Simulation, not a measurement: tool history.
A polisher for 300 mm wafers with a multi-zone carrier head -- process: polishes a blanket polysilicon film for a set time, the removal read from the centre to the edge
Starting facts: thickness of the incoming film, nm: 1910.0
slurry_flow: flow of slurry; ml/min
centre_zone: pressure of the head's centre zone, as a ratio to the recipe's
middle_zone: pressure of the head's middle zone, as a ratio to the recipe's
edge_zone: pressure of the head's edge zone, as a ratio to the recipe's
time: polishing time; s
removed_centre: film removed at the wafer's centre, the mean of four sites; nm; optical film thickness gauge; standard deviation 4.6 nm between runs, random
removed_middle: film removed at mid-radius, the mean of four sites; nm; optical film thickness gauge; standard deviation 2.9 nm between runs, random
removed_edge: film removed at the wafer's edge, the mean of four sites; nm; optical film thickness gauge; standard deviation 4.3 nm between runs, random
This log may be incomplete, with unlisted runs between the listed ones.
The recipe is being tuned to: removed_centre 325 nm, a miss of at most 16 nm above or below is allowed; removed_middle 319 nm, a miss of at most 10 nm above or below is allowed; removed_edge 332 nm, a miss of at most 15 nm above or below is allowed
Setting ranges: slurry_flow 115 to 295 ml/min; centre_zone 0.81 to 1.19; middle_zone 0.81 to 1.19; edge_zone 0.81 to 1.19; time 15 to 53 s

{"run": 1, "day": 0.0, "slurry_flow": 190, "centre_zone": 1, "middle_zone": 1, "edge_zone": 1, "time": 34, "removed_centre": 255.58, "removed_middle": 259.76, "removed_edge": 254.23}
{"run": 2, "day": 0.129, "slurry_flow": 190, "centre_zone": 1, "middle_zone": 1, "edge_zone": 1, "time": 38, "removed_centre": 290.2, "removed_middle": 289.64, "removed_edge": 297.41}
{"run": 3, "day": 0.433, "slurry_flow": 190, "centre_zone": 1, "middle_zone": 1, "edge_zone": 1.06, "time": 38, "removed_centre": 294.56, "removed_middle": 286.22, "removed_edge": 298.95}
{"run": 4, "day": 0.5, "slurry_flow": 195, "centre_zone": 1, "middle_zone": 1.01, "edge_zone": 1.07, "time": 38, "removed_centre": 289.26, "removed_middle": 300.34, "removed_edge": 305}
{"run": 5, "day": 0.862, "slurry_flow": 240, "centre_zone": 1, "middle_zone": 1.01, "edge_zone": 1.07, "time": 38, "removed_centre": 306.55, "removed_middle": 296.29, "removed_edge": 315.99}
{"run": 6, "day": 1.179, "slurry_flow": 245, "centre_zone": 1, "middle_zone": 1.02, "edge_zone": 1.07, "time": 38, "removed_centre": 298.48, "removed_middle": 307.59, "removed_edge": 315.66}
{"run": 7, "day": 1.383, "slurry_flow": 245, "centre_zone": 1.01, "middle_zone": 1.02, "edge_zone": 1.08, "time": 38, "removed_centre": 307.64, "removed_middle": 301.1, "removed_edge": 302.64}
{"run": 8, "day": 1.667, "slurry_flow": 245, "centre_zone": 1.01, "middle_zone": 1.02, "edge_zone": 1.08, "time": 38, "removed_centre": 304.33, "removed_middle": 308.05, "removed_edge": 311.49}
{"run": 9, "day": 1.967, "slurry_flow": 245, "centre_zone": 1.01, "middle_zone": 1.02, "edge_zone": 1.09, "time": 38, "removed_centre": 300.78, "removed_middle": 310.87, "removed_edge": 311.42}

5 candidate next runs follow, results not yet known. Just one meets every target within its allowed miss. Identify it.
{"run": "A", "day": 2.267, "slurry_flow": 220, "centre_zone": 1.02, "middle_zone": 1.02, "edge_zone": 1.12, "time": 40, "removed_centre": "?", "removed_middle": "?", "removed_edge": "?"}
{"run": "B", "day": 2.267, "slurry_flow": 280, "centre_zone": 0.92, "middle_zone": 1.01, "edge_zone": 1.17, "time": 38, "removed_centre": "?", "removed_middle": "?", "removed_edge": "?"}
{"run": "C", "day": 2.267, "slurry_flow": 295, "centre_zone": 1, "middle_zone": 1.04, "edge_zone": 1.08, "time": 37, "removed_centre": "?", "removed_middle": "?", "removed_edge": "?"}
{"run": "D", "day": 2.267, "slurry_flow": 285, "centre_zone": 0.81, "middle_zone": 1.03, "edge_zone": 1.15, "time": 38, "removed_centre": "?", "removed_middle": "?", "removed_edge": "?"}
{"run": "E", "day": 2.267, "slurry_flow": 260, "centre_zone": 1.19, "middle_zone": 1.18, "edge_zone": 1, "time": 35, "removed_centre": "?", "removed_middle": "?", "removed_edge": "?"}

move=A removed_centre=329.98 removed_middle=316.76 removed_edge=332.89
move=B removed_centre=295.32 removed_middle=307.51 removed_edge=330.25
move=C removed_centre=311.8 removed_middle=308.53 removed_edge=310.75
move=D removed_centre=264.39 removed_middle=313.42 removed_edge=327.9
move=E removed_centre=340.52 removed_middle=320.55 removed_edge=280.38
A: each result inside its tolerance
B: misses by more than the last run did
C: corrects the largest miss of the last run, while another result sits out of spec
D: misses by more than the last run did
E: corrects the largest miss of the last run, while another result sits out of spec
The move that meets every target is A.

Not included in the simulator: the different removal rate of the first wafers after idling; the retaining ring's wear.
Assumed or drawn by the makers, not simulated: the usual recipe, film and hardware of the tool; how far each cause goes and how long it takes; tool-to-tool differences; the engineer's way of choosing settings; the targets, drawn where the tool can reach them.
